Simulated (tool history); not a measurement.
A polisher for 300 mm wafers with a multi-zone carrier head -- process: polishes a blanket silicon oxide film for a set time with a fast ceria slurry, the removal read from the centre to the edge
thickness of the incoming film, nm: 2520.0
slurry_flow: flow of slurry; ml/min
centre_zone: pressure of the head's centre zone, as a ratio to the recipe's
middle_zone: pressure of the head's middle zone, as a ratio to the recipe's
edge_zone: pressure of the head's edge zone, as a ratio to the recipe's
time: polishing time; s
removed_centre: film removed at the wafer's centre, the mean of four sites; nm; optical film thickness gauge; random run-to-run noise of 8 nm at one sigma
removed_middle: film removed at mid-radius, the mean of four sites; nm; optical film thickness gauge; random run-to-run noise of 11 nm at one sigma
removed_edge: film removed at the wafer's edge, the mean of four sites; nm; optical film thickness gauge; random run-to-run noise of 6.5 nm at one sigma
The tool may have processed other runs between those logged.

| run | hour | slurry_flow | centre_zone | middle_zone | edge_zone | time | removed_centre | removed_middle | removed_edge |
|---|---|---|---|---|---|---|---|---|---|
| 1 | 0 | 305 | 1 | 1 | 1 | 64 | 993.56 | 1028.9 | 974.79 |
| 2 | 2.5 | 380 | 1 | 1 | 1 | 64 | 979.94 | 1020.2 | 988.93 |
| 3 | 5.8 | 380 | 1 | 0.95 | 1 | 64 | 1015.7 | 998.03 | 975.45 |
| 4 | 8.4 | 380 | 1 | 0.91 | 1 | 64 | 1019.3 | 976.72 | 1002 |
| 5 | 14.2 | 380 | 1 | 0.97 | 1 | 64 | 996.5 | 1000.9 | 987.44 |
| 6 | 21.3 | 375 | 0.99 | 0.96 | 0.97 | 58 | 900.7 | 921.76 | 881.74 |

Run 7, settings as shown, results not yet in. Your forecast:
| 7 | 27.4 | 375 | 0.98 | 0.94 | 0.96 | 54 | ? | ? | ? |

{"run 7": {"removed_centre": 842.72, "removed_middle": 824.71, "removed_edge": 814.8}}
